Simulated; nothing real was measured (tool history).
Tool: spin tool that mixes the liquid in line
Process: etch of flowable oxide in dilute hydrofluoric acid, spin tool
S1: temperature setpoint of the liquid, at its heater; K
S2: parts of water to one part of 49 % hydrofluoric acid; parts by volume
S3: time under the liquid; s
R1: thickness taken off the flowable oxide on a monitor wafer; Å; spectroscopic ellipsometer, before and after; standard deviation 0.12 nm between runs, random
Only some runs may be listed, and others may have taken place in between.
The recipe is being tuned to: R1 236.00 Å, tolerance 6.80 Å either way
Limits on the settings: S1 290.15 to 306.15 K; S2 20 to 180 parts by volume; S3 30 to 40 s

Run 1, hour 0.0: S1 298.15 K, S2 100 parts by volume, S3 40 s. Result: R1 138.24 Å.
Run 2, hour 2.9: S1 299.15 K, S2 95 parts by volume, S3 40 s. Result: R1 153.22 Å.
Run 3, hour 4.9: S1 299.15 K, S2 75 parts by volume, S3 40 s. Result: R1 197.31 Å.
Run 4, hour 13.3: S1 299.65 K, S2 75 parts by volume, S3 40 s. Result: R1 203.93 Å.
Run 5, hour 17.4: S1 300.15 K, S2 75 parts by volume, S3 40 s. Result: R1 204.36 Å.
Run 6, hour 19.5: S1 300.65 K, S2 75 parts by volume, S3 40 s. Result: R1 210.68 Å.
Run 7, hour 27.9: S1 301.15 K, S2 75 parts by volume, S3 40 s. Result: R1 212.90 Å.
Run 8, hour 34.9: S1 301.65 K, S2 75 parts by volume, S3 40 s. Result: R1 219.94 Å.
Run 9, hour 41.5: S1 302.65 K, S2 75 parts by volume, S3 40 s. Result: R1 225.82 Å.
Run 10, hour 50.3: S1 302.65 K, S2 75 parts by volume, S3 40 s. Result: R1 227.24 Å.

Which one of the following 5 next-run settings gets every result inside its allowed miss? There is exactly one.
Run A, hour 59.1: S1 300.15 K, S2 70 parts by volume, S3 40 s. Result: R1 ?.
Run B, hour 59.1: S1 301.65 K, S2 75 parts by volume, S3 40 s. Result: R1 ?.
Run C, hour 59.1: S1 302.15 K, S2 75 parts by volume, S3 40 s. Result: R1 ?.
Run D, hour 59.1: S1 299.65 K, S2 65 parts by volume, S3 40 s. Result: R1 ?.
Run E, hour 59.1: S1 303.65 K, S2 80 parts by volume, S3 40 s. Result: R1 ?.

move      R1
   A  221.73
   B  217.94
   C  222.20
   D  235.72
   E  219.04
A: lands further from the targets than the last run did
B: lands further from the targets than the last run did
C: lands further from the targets than the last run did
D: all results land within tolerance of their targets
E: lands further from the targets than the last run did
The right move is D.
